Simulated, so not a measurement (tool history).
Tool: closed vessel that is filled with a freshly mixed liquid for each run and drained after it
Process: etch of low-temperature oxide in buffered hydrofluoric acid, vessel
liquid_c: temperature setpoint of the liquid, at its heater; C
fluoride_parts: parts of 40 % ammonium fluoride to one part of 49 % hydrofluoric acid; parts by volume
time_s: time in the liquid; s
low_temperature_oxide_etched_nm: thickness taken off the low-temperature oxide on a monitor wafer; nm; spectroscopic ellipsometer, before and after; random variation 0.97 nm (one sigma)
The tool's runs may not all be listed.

run	day	liquid_c	fluoride_parts	time_s	low_temperature_oxide_etched_nm
1	0.000	22.0	11.0	30	45.991
2	0.121	23.0	10.5	30	50.511
3	0.312	23.0	8.5	30	59.651
4	0.354	23.5	8.5	30	62.236
5	0.588	24.0	8.5	30	64.147
6	0.846	24.0	8.5	30	63.697
7	1.200	24.5	8.5	30	66.315
8	1.508	25.0	8.5	30	67.121

Run 9 comes next. What will it give?
9	1.783	25.0	8.5	30	?

low_temperature_oxide_etched_nm: 66.897 nm

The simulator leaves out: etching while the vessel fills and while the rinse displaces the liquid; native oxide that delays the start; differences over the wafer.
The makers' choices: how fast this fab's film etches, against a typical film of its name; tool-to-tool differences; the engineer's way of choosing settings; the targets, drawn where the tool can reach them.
